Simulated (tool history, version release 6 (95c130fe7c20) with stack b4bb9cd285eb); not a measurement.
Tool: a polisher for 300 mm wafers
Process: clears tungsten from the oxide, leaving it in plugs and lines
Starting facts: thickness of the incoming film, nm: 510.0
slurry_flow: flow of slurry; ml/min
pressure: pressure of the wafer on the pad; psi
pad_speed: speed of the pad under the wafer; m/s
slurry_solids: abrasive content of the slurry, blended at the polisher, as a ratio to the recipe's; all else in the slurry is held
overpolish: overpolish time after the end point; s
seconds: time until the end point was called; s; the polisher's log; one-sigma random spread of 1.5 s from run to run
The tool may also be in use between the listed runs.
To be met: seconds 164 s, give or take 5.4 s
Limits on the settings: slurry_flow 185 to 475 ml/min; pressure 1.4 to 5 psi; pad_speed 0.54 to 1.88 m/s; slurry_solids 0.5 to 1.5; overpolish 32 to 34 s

{"run": 1, "hour": 0.0, "slurry_flow": 305, "pressure": 3.2, "pad_speed": 1.2, "slurry_solids": 1, "overpolish": 32, "seconds": 100.87}
{"run": 2, "hour": 1.8, "slurry_flow": 305, "pressure": 3.2, "pad_speed": 1.2, "slurry_solids": 1.2, "overpolish": 32, "seconds": 96.204}
{"run": 3, "hour": 2.4, "slurry_flow": 305, "pressure": 2.8, "pad_speed": 1.2, "slurry_solids": 1.2, "overpolish": 32, "seconds": 110.9}
{"run": 4, "hour": 6.9, "slurry_flow": 305, "pressure": 2.5, "pad_speed": 1.2, "slurry_solids": 1.2, "overpolish": 32, "seconds": 121.83}
{"run": 5, "hour": 11.4, "slurry_flow": 305, "pressure": 2.5, "pad_speed": 1.44, "slurry_solids": 1.2, "overpolish": 32, "seconds": 102.46}
{"hour": 14.9, "done": "slurry blender recalibrated"}
{"run": 6, "hour": 14.9, "slurry_flow": 305, "pressure": 2.2, "pad_speed": 1.4, "slurry_solids": 1.2, "overpolish": 32, "seconds": 112.85}
{"run": 7, "hour": 23.5, "slurry_flow": 300, "pressure": 1.4, "pad_speed": 1.16, "slurry_solids": 1.2, "overpolish": 32, "seconds": 206.51}
{"run": 8, "hour": 31.4, "slurry_flow": 305, "pressure": 1.5, "pad_speed": 1.16, "slurry_solids": 1.2, "overpolish": 32, "seconds": 192.54}

5 next moves are on the table. One of them brings every result within its allowed miss. Which?
{"run": "A", "hour": 39.3, "slurry_flow": 280, "pressure": 1.5, "pad_speed": 1.28, "slurry_solids": 1.2, "overpolish": 33, "seconds": "?"}
{"run": "B", "hour": 39.3, "slurry_flow": 280, "pressure": 1.9, "pad_speed": 1.12, "slurry_solids": 1.2, "overpolish": 33, "seconds": "?"}
{"run": "C", "hour": 39.3, "slurry_flow": 305, "pressure": 1.6, "pad_speed": 1.36, "slurry_solids": 1.2, "overpolish": 32, "seconds": "?"}
{"run": "D", "hour": 39.3, "slurry_flow": 270, "pressure": 1.6, "pad_speed": 1.44, "slurry_solids": 1.1, "overpolish": 32, "seconds": "?"}
{"run": "E", "hour": 39.3, "slurry_flow": 235, "pressure": 2.3, "pad_speed": 1.06, "slurry_solids": 1.05, "overpolish": 34, "seconds": "?"}

move=A seconds=176.44
move=B seconds=160.65
move=C seconds=155.18
move=D seconds=151.92
move=E seconds=149.03
A: nearer than the last run, and not there yet
B: hits every target within its allowed miss
C: pushes the last run's worst result past its target
D: pushes the last run's worst result past its target
E: pushes the last run's worst result past its target
So the answer is move B, the one that meets all the targets.
